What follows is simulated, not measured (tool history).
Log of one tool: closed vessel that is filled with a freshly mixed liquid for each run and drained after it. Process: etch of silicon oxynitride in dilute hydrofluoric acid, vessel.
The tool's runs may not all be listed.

run	hour	temperature setpoint of the liquid (°C)	parts of water to one part of 49 % hydrofluoric acid (parts by volume)	time in the liquid (s)	thickness taken off the silicon oxynitride on a monitor wafer (angstrom)
1	0	23	70	1175	516.48
2	3.6	23	70	1255	549.46
3	9.4	23	90	1255	421.85
4	10.7	23	90	1255	423.26
5	18.2	24	85	1255	471.56
6	24.3	25	80	1255	524.18
7	32.6	25	80	1255	527.67
8	40.3	26	75	1255	593.11
9	45.4	26.5	75	1255	603.5
10	47.1	27	75	1255	615.41
11	53.5	27	75	1255	617.04
12	62.4	27.5	75	1255	631.31
13	71.1	28	75	1255	642.39
14	76.6	28.5	75	1255	658.08

Forecast run 15:
15	84.8	29	75	1255	?

{"run 15": {"thickness taken off the silicon oxynitride on a monitor wafer (angstrom)": 676.07}}
